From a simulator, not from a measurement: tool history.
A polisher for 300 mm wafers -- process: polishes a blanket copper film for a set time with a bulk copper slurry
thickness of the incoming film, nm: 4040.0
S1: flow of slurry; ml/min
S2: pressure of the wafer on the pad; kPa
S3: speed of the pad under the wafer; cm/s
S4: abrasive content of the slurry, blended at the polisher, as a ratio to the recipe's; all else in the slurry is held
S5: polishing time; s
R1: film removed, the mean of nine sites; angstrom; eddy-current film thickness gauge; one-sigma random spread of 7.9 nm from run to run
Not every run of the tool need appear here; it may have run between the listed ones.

run  hour   S1    S2  S3  S4  S5      R1
  1     0  145  16.5  86   1  60  4099.4
  2   5.3  145  16.5  86   1  60  4143.6
  3    12  145  17.9  86   1  60  4388.7
  4  16.3  145  19.3  86   1  60  4688.1
  5  22.9  145  20.7  86   1  60  5062.5
  6  28.5  160  20.7  86   1  60  5211.6
  7  37.4  165  21.4  86   1  60  5226.6
  8    46  165  21.4  86   1  60  5399.9
  9  52.1  165  22.1  86   1  60  5432.1

For run 10, what comes out?
 10  54.4  165  22.8  86   1  60   ?

R1: 5654.7 angstrom
